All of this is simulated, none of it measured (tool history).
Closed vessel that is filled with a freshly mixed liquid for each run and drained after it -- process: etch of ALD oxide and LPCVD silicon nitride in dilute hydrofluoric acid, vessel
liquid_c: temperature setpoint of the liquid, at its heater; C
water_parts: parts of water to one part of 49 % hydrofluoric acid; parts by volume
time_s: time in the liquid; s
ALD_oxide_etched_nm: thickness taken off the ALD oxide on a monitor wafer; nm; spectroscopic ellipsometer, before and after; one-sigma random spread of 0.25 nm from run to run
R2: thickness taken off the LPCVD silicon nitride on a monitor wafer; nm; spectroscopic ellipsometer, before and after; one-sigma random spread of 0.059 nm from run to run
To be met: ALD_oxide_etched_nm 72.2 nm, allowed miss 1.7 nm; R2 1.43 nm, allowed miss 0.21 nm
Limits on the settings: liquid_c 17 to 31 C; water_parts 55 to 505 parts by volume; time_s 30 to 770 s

Run 1, hour 0: liquid_c 23 C, water_parts 280 parts by volume, time_s 395 s. Result: ALD_oxide_etched_nm 33.901 nm, R2 0.72005 nm.
Run 2, hour 9: liquid_c 24 C, water_parts 260 parts by volume, time_s 395 s. Result: ALD_oxide_etched_nm 38.585 nm, R2 0.78649 nm.
Run 3, hour 12.2: liquid_c 25 C, water_parts 250 parts by volume, time_s 395 s. Result: ALD_oxide_etched_nm 41.955 nm, R2 0.77113 nm.
Run 4, hour 17.5: liquid_c 21.5 C, water_parts 250 parts by volume, time_s 395 s. Result: ALD_oxide_etched_nm 36.921 nm, R2 0.67769 nm.
Run 5, hour 21.1: liquid_c 24 C, water_parts 250 parts by volume, time_s 395 s. Result: ALD_oxide_etched_nm 40.584 nm, R2 0.77743 nm.
Run 6, hour 27.9: liquid_c 24 C, water_parts 305 parts by volume, time_s 395 s. Result: ALD_oxide_etched_nm 31.315 nm, R2 0.68999 nm.
Run 7, hour 31.2: liquid_c 28 C, water_parts 195 parts by volume, time_s 395 s. Result: ALD_oxide_etched_nm 63.064 nm, R2 1.3079 nm.
Run 8, hour 36.1: liquid_c 28 C, water_parts 190 parts by volume, time_s 395 s. Result: ALD_oxide_etched_nm 65.344 nm, R2 1.3597 nm.
Run 9, hour 38.4: liquid_c 29 C, water_parts 170 parts by volume, time_s 385 s. Result: ALD_oxide_etched_nm 76.133 nm, R2 1.5126 nm.

Below are 5 possible settings for the next run. Only one of them brings all results inside the allowed miss of their targets. Which is it?
Run A, hour 40.7: liquid_c 29 C, water_parts 150 parts by volume, time_s 315 s. Result: ALD_oxide_etched_nm ?, R2 ?.
Run B, hour 40.7: liquid_c 26.5 C, water_parts 125 parts by volume, time_s 290 s. Result: ALD_oxide_etched_nm ?, R2 ?.
Run C, hour 40.7: liquid_c 24 C, water_parts 120 parts by volume, time_s 330 s. Result: ALD_oxide_etched_nm ?, R2 ?.
Run D, hour 40.7: liquid_c 26 C, water_parts 150 parts by volume, time_s 375 s. Result: ALD_oxide_etched_nm ?, R2 ?.
Run E, hour 40.7: liquid_c 31 C, water_parts 190 parts by volume, time_s 430 s. Result: ALD_oxide_etched_nm ?, R2 ?.

move  ALD_oxide_etched_nm      R2
   A               72.491  1.3948
   B                75.58  1.3234
   C               82.037  1.3383
   D               77.431  1.3808
   E               79.383  1.6828
A: meets every target
B: nearer than the last run, and not there yet
C: further off than the last run
D: further off than the last run
E: further off than the last run
The move that meets every target is A.

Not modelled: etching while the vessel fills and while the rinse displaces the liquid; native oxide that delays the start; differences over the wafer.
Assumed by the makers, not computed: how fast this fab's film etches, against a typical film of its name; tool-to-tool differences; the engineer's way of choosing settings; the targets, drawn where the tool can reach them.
